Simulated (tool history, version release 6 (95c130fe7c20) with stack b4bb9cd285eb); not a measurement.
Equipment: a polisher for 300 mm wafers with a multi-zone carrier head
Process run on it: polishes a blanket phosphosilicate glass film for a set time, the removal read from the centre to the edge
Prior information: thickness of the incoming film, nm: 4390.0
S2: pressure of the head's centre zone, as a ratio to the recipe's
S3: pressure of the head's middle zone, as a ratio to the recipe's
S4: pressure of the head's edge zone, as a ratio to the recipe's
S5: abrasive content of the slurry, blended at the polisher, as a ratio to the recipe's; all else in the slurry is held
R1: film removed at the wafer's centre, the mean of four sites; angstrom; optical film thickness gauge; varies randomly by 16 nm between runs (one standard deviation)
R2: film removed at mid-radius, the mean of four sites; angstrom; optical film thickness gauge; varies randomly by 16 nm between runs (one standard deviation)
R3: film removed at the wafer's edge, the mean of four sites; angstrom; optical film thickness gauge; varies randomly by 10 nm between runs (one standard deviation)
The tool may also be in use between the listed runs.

{"run": 1, "hour": 0.0, "flow of slurry (ml/min)": 280, "S2": 1.0, "S3": 1.0, "S4": 1.0, "S5": 1.0, "polishing time (s)": 89, "R1": 8859.5, "R2": 9111.2, "R3": 8914.8}
{"run": 2, "hour": 6.8, "flow of slurry (ml/min)": 285, "S2": 1.02, "S3": 1.04, "S4": 1.02, "S5": 1.1, "polishing time (s)": 89, "R1": 9431.0, "R2": 10159.0, "R3": 9515.9}
{"run": 3, "hour": 15.6, "flow of slurry (ml/min)": 290, "S2": 1.05, "S3": 1.06, "S4": 1.04, "S5": 1.15, "polishing time (s)": 89, "R1": 9750.0, "R2": 10268.0, "R3": 9799.2}
{"run": 4, "hour": 21.2, "flow of slurry (ml/min)": 290, "S2": 1.05, "S3": 1.06, "S4": 1.11, "S5": 1.15, "polishing time (s)": 89, "R1": 9941.6, "R2": 10382.0, "R3": 10041.0}
{"run": 5, "hour": 29.4, "flow of slurry (ml/min)": 290, "S2": 1.0, "S3": 1.06, "S4": 1.11, "S5": 1.15, "polishing time (s)": 89, "R1": 9502.9, "R2": 10445.0, "R3": 10104.0}
{"run": 6, "hour": 30.0, "flow of slurry (ml/min)": 290, "S2": 1.0, "S3": 0.99, "S4": 1.11, "S5": 1.15, "polishing time (s)": 89, "R1": 9378.3, "R2": 10018.0, "R3": 10206.0}
{"run": 7, "hour": 35.3, "flow of slurry (ml/min)": 300, "S2": 1.03, "S3": 1.04, "S4": 1.1, "S5": 1.2, "polishing time (s)": 89, "R1": 10153.0, "R2": 10737.0, "R3": 10179.0}

Expected results for the next run?
{"run": 8, "hour": 40.9, "flow of slurry (ml/min)": 310, "S2": 1.03, "S3": 1.05, "S4": 1.11, "S5": 1.25, "polishing time (s)": 89, "R1": "?", "R2": "?", "R3": "?"}

Run 8 yielded R1 10083.0 angstrom, R2 10764.0 angstrom, R3 10577.0 angstrom.

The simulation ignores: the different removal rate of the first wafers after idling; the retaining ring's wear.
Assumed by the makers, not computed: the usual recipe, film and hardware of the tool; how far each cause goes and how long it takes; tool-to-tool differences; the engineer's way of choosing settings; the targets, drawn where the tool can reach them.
